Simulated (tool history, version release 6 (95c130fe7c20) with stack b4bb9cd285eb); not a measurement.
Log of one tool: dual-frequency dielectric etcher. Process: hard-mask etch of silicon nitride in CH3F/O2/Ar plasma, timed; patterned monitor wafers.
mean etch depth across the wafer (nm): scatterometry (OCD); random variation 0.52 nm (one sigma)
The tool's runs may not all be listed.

run  hour  source power (W)  bias power (W)  etch time (s)  mean etch depth across the wafer (nm)
  1     0               480              81            122                                 83.598
  2   8.3               460              80            122                                 82.023
  3  14.3               460              75            122                                 80.702
  4  18.5               500              75            122                                 83.274
  5  25.9               500              75            122                                  83.12
  6  28.5               480              74            122                                 80.502
  7  31.6               470              74            122                                   80.1

Run 8 comes next. What will it give?
  8  33.2               460              74            122                                      ?

{"run 8": {"mean etch depth across the wafer (nm)": 79.169}}

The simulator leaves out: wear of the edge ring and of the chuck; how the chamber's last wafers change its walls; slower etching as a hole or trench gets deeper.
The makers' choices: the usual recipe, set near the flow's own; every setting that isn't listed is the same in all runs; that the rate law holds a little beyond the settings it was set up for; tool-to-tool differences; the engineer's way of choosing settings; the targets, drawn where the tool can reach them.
